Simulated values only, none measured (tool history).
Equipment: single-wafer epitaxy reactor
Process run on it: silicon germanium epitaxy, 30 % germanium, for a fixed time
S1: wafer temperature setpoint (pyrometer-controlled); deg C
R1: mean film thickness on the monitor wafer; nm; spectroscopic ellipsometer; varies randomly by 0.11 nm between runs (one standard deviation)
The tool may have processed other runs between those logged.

Run 1, hour 0.0: S1 610 deg C, chamber pressure (Torr) 23.4. Result: R1 66.492 nm.
Run 2, hour 5.4: S1 615 deg C, chamber pressure (Torr) 23.4. Result: R1 73.473 nm.
Run 3, hour 13.1: S1 610 deg C, chamber pressure (Torr) 23.2. Result: R1 66.276 nm.
Run 4, hour 21.9: S1 610 deg C, chamber pressure (Torr) 25.9. Result: R1 69.754 nm.
Run 5, hour 25.4: S1 604 deg C, chamber pressure (Torr) 25.9. Result: R1 61.633 nm.
Run 6, hour 27.6: S1 602 deg C, chamber pressure (Torr) 25.8. Result: R1 59.015 nm.

Run 7 is up next; what results do you expect?
Run 7, hour 30.0: S1 600 deg C, chamber pressure (Torr) 25.7. Result: R1 ?.

R1: 56.670 nm
